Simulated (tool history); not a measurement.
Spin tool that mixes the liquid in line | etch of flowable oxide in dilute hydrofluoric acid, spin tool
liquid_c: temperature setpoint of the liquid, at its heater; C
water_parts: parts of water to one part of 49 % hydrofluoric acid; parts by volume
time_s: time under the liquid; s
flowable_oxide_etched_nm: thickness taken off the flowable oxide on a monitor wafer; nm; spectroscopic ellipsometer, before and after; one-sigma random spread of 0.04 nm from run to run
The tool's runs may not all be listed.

run   hour  liquid_c  water_parts  time_s  flowable_oxide_etched_nm
  1      0        22          145      15                    2.3481
  2    7.4        22          145      15                    2.3371
  3   11.2        22          145      15                    2.3266
  4   19.9        22          145      15                    2.3255
  5   27.4        22          145      15                    2.3307
  6   35.7      19.5          145      15                    2.0893
  7   44.3        21          130      15                    2.5016
  8   46.8      22.5          115      15                    3.0907
  9   52.1      23.5          105      15                    3.5558
 10     58      24.5          100      15                    3.9445
 11   66.9      24.5          100      15                    3.9458
 12   68.7      25.5           95      15                    4.3447
 13   77.2        26           90      15                    4.7088
 14     83        30           55      15                    9.4107
 15   89.3      29.5           55      15                    9.2077
 16   98.2        29           55      15                    9.0766
 17   99.9      28.5           55      15                    8.8079
 18  107.6        28           55      15                    8.7216
 19  108.9      27.5           55      15                     8.519
 20  115.8        27           55      15                    8.3423
 21  121.5      26.5           55      15                     8.275

Run 22 is up next; what results do you expect?
 22  124.7        26           55      15                         ?

For run 22 the tool returned flowable_oxide_etched_nm 8.0343 nm.

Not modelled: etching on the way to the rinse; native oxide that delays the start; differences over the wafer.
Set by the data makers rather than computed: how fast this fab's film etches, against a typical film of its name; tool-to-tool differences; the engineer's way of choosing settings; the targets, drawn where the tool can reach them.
